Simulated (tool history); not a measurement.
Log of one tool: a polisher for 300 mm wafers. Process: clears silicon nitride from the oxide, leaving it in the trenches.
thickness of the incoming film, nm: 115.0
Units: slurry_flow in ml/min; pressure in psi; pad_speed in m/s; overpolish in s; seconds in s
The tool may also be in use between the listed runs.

{"run": 1, "hour": 0.0, "slurry_flow": 200, "pressure": 3.0, "pad_speed": 1.0, "overpolish": 36, "seconds": 107.64}
{"run": 2, "hour": 1.6, "slurry_flow": 195, "pressure": 2.6, "pad_speed": 1.0, "overpolish": 36, "seconds": 120.61}
{"run": 3, "hour": 8.8, "slurry_flow": 160, "pressure": 2.6, "pad_speed": 1.0, "overpolish": 36, "seconds": 125.41}
{"run": 4, "hour": 14.9, "slurry_flow": 160, "pressure": 2.6, "pad_speed": 1.22, "overpolish": 36, "seconds": 102.41}
{"run": 5, "hour": 18.3, "slurry_flow": 190, "pressure": 2.6, "pad_speed": 1.22, "overpolish": 36, "seconds": 98.546}
{"run": 6, "hour": 21.4, "slurry_flow": 190, "pressure": 2.6, "pad_speed": 1.32, "overpolish": 36, "seconds": 91.654}
{"run": 7, "hour": 24.2, "slurry_flow": 185, "pressure": 2.2, "pad_speed": 1.24, "overpolish": 36, "seconds": 107.0}
{"run": 8, "hour": 29.9, "slurry_flow": 175, "pressure": 2.0, "pad_speed": 1.16, "overpolish": 36, "seconds": 123.55}
{"run": 9, "hour": 31.6, "slurry_flow": 165, "pressure": 1.8, "pad_speed": 1.1, "overpolish": 36, "seconds": 144.39}
{"run": 10, "hour": 33.4, "slurry_flow": 160, "pressure": 1.7, "pad_speed": 1.08, "overpolish": 36, "seconds": 150.77}

Run 11 comes next. What will it give?
{"run": 11, "hour": 40.3, "slurry_flow": 155, "pressure": 1.6, "pad_speed": 1.06, "overpolish": 36, "seconds": "?"}

Run 11 gave seconds 161.120 s.
